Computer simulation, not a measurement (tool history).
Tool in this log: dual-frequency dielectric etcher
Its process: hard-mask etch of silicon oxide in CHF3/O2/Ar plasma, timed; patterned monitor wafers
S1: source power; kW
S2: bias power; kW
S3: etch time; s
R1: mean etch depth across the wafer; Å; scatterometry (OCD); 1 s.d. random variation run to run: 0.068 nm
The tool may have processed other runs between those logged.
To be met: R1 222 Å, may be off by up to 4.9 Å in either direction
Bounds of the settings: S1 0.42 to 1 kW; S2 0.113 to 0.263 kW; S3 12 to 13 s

Run 1, day 0: S1 0.71 kW, S2 0.188 kW, S3 13 s. Result: R1 243.39 Å.
Run 2, day 0.058: S1 0.71 kW, S2 0.188 kW, S3 13 s. Result: R1 244.16 Å.
Run 3, day 0.254: S1 0.84 kW, S2 0.188 kW, S3 13 s. Result: R1 263.39 Å.
Run 4, day 0.4: S1 0.92 kW, S2 0.188 kW, S3 13 s. Result: R1 273.1 Å.
Run 5, day 0.575: S1 0.88 kW, S2 0.185 kW, S3 13 s. Result: R1 264.45 Å.
Run 6, day 0.829: S1 0.88 kW, S2 0.173 kW, S3 13 s. Result: R1 261.37 Å.
Run 7, day 1.125: S1 0.85 kW, S2 0.17 kW, S3 13 s. Result: R1 257.69 Å.
Run 8, day 1.388: S1 0.82 kW, S2 0.167 kW, S3 13 s. Result: R1 251.33 Å.

4 candidate next runs follow, results not yet known. Just one meets every target within its allowed miss. Identify it.
Run A, day 1.65: S1 0.7 kW, S2 0.134 kW, S3 13 s. Result: R1 ?.
Run B, day 1.65: S1 0.75 kW, S2 0.166 kW, S3 13 s. Result: R1 ?.
Run C, day 1.65: S1 0.85 kW, S2 0.192 kW, S3 13 s. Result: R1 ?.
Run D, day 1.65: S1 0.95 kW, S2 0.153 kW, S3 12 s. Result: R1 ?.

move      R1
   A  222.87
   B  241.28
   C   263.8
   D  241.63
A: all results land within tolerance of their targets
B: closer than the last run, but not yet in spec
C: the biggest miss grows against the last run
D: closer than the last run, but not yet in spec
Correct choice: A, which meets every target

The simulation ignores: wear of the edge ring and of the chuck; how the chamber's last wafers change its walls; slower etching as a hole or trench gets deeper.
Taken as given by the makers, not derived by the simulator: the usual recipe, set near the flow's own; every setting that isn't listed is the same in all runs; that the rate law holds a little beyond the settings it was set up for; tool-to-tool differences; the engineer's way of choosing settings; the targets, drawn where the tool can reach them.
